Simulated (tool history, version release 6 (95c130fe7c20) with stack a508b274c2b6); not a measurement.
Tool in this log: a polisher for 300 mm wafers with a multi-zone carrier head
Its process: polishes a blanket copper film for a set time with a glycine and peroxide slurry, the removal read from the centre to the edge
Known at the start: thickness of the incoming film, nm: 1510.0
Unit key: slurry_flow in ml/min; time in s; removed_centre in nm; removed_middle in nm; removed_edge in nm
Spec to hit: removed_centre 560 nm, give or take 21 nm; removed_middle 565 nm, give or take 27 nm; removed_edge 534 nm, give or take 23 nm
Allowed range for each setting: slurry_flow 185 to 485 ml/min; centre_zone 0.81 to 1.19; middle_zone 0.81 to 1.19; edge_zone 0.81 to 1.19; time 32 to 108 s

run	hour	slurry_flow	centre_zone	middle_zone	edge_zone	time	removed_centre	removed_middle	removed_edge
1	0	310	1	1	1	70	404.72	391.15	406.31
2	8.1	310	1.01	1.02	1.01	73	414.8	416.98	406.48
3	12.5	310	1.01	1.07	1.01	73	422.66	447.03	415.53
4	19.7	310	1.02	1.07	1.02	76	446.89	458.31	430.27
5	20.4	270	1.02	1.07	1.02	76	435.34	434.18	437.01
6	22.5	275	1.03	1.08	1.03	78	453.62	458.71	448.84
7	25.3	275	1.04	1.09	1.04	80	465.58	480.81	469.95
8	30.8	300	1.14	1.18	1.1	86	538.27	546.07	512.71

4 candidate next runs follow, results not yet known. Just one meets every target within its allowed miss. Identify it.
A	36.3	230	1.02	1.19	1.19	91	?	?	?
B	36.3	320	1.13	1.15	1.12	81	?	?	?
C	36.3	320	1.04	1.1	1.17	87	?	?	?
D	36.3	270	1.12	1.17	1.1	90	?	?	?

move	removed_centre	removed_middle	removed_edge
A	511.43	585.61	545.6
B	519.7	526.66	486.02
C	519.54	544.66	533.81
D	561.33	582.99	527.57
A: further off than the last run
B: further off than the last run
C: further off than the last run
D: all results in spec
D is the move that brings every result within its allowed miss.
